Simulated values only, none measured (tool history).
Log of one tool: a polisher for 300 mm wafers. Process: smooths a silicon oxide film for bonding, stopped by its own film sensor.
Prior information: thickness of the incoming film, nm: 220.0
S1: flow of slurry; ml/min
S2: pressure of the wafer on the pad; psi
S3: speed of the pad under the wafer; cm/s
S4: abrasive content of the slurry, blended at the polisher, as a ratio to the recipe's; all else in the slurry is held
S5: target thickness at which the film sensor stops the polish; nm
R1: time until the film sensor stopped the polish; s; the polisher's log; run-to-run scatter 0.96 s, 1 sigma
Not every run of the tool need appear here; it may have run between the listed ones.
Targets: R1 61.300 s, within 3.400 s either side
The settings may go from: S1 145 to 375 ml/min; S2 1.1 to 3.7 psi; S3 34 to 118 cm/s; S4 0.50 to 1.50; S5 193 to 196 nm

| run | day | S1 | S2 | S3 | S4 | S5 | R1 |
|---|---|---|---|---|---|---|---|
| 1 | 0.000 | 240 | 2.4 | 76 | 1.00 | 193 | 44.834 |
| 2 | 0.267 | 240 | 2.4 | 76 | 1.10 | 193 | 41.877 |
| 3 | 0.333 | 190 | 2.4 | 76 | 1.10 | 193 | 43.347 |
| 4 | 0.392 | 190 | 2.2 | 74 | 1.10 | 193 | 47.513 |
| 5 | 0.462 | 190 | 2.2 | 74 | 0.95 | 193 | 52.873 |
| 6 | 0.558 | 190 | 2.5 | 74 | 0.95 | 193 | 45.731 |
| 7 | 0.733 | 190 | 2.3 | 74 | 0.95 | 193 | 49.437 |
| 8 | 1.071 | 190 | 1.7 | 72 | 0.95 | 193 | 67.491 |
| 9 | 1.229 | 190 | 1.8 | 72 | 0.95 | 193 | 66.021 |

Below are 4 possible settings for the next run. Only one of them brings all results inside the allowed miss of their targets. Which is it?
| A | 1.388 | 235 | 1.9 | 74 | 0.85 | 194 | ? |
| B | 1.388 | 150 | 1.9 | 66 | 0.95 | 193 | ? |
| C | 1.388 | 215 | 2.0 | 78 | 0.95 | 195 | ? |
| D | 1.388 | 185 | 1.8 | 74 | 0.95 | 196 | ? |

| move | R1 |
|---|---|
| A | 61.837 |
| B | 67.277 |
| C | 50.609 |
| D | 56.661 |
A: every result lands within tolerance
B: the biggest miss grows against the last run
C: the result that was furthest off in the last run now lies on the other side of its target
D: the result that was furthest off in the last run now lies on the other side of its target
Go with A: it meets all targets.
